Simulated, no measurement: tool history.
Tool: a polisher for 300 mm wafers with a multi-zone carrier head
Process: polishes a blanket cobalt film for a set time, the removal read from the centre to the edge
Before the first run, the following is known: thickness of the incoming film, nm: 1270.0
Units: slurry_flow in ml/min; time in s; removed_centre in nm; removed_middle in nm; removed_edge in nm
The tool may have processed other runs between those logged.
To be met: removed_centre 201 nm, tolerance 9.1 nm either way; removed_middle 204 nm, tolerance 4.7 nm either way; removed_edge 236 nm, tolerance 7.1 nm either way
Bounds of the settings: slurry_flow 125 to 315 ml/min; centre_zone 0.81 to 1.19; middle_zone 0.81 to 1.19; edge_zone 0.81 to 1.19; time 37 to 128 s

run 1 hour=0 | slurry_flow=205 centre_zone=1 middle_zone=1 edge_zone=1 time=82 | removed_centre=311.81 removed_middle=315.25 removed_edge=308
run 2 hour=6.5 | slurry_flow=205 centre_zone=1.07 middle_zone=1 edge_zone=1 time=82 | removed_centre=342 removed_middle=316.51 removed_edge=313.27
run 3 hour=14.6 | slurry_flow=195 centre_zone=1.04 middle_zone=0.97 edge_zone=1 time=79 | removed_centre=315.41 removed_middle=289.21 removed_edge=294.44
run 4 hour=21 | slurry_flow=190 centre_zone=1.01 middle_zone=0.95 edge_zone=1 time=77 | removed_centre=294.43 removed_middle=279.13 removed_edge=287.14
run 5 hour=24 | slurry_flow=185 centre_zone=0.99 middle_zone=0.93 edge_zone=1 time=75 | removed_centre=275.28 removed_middle=263.32 removed_edge=281.61
run 6 hour=28.7 | slurry_flow=180 centre_zone=0.97 middle_zone=0.91 edge_zone=0.99 time=74 | removed_centre=261.49 removed_middle=256.64 removed_edge=273.69
run 7 hour=31.2 | slurry_flow=175 centre_zone=0.96 middle_zone=0.9 edge_zone=0.99 time=73 | removed_centre=259.15 removed_middle=251.51 removed_edge=272.27
run 8 hour=35.3 | slurry_flow=170 centre_zone=0.95 middle_zone=0.89 edge_zone=0.99 time=72 | removed_centre=253.9 removed_middle=243.51 removed_edge=265.34
run 9 hour=41.9 | slurry_flow=135 centre_zone=0.85 middle_zone=0.81 edge_zone=0.99 time=64 | removed_centre=187.49 removed_middle=192.5 removed_edge=231.56
run 10 hour=45.7 | slurry_flow=135 centre_zone=0.85 middle_zone=0.81 edge_zone=0.99 time=64 | removed_centre=190.55 removed_middle=190.51 removed_edge=229.94
run 11 hour=52.1 | slurry_flow=140 centre_zone=0.85 middle_zone=0.81 edge_zone=0.99 time=64 | removed_centre=190.19 removed_middle=192.83 removed_edge=229.17
run 12 hour=52.8 | slurry_flow=145 centre_zone=0.85 middle_zone=0.81 edge_zone=0.99 time=64 | removed_centre=194.64 removed_middle=196.09 removed_edge=231.27
run 13 hour=56.7 | slurry_flow=150 centre_zone=0.85 middle_zone=0.81 edge_zone=0.99 time=64 | removed_centre=195.97 removed_middle=194.51 removed_edge=234.44
run 14 hour=57.5 | slurry_flow=150 centre_zone=0.85 middle_zone=0.82 edge_zone=0.99 time=64 | removed_centre=192.56 removed_middle=198.96 removed_edge=232.1

4 candidate next runs follow, results not yet known. Just one meets every target within its allowed miss. Identify it.
run A hour=58.3 | slurry_flow=125 centre_zone=0.84 middle_zone=0.83 edge_zone=1.05 time=65 | removed_centre=? removed_middle=? removed_edge=?
run B hour=58.3 | slurry_flow=180 centre_zone=0.82 middle_zone=0.86 edge_zone=0.98 time=60 | removed_centre=? removed_middle=? removed_edge=?
run C hour=58.3 | slurry_flow=140 centre_zone=0.86 middle_zone=0.84 edge_zone=0.98 time=66 | removed_centre=? removed_middle=? removed_edge=?
run D hour=58.3 | slurry_flow=150 centre_zone=0.85 middle_zone=0.89 edge_zone=0.98 time=62 | removed_centre=? removed_middle=? removed_edge=?

move=A removed_centre=190.79 removed_middle=194.39 removed_edge=237.57
move=B removed_centre=186.78 removed_middle=198.81 removed_edge=223.42
move=C removed_centre=204.3 removed_middle=204.53 removed_edge=237.53
move=D removed_centre=192.82 removed_middle=204.41 removed_edge=225.27
A: misses by more than the last run did
B: misses by more than the last run did
C: in spec on every target
D: brings the last run's worst result on target, with another outside its allowed miss
The right move is C.
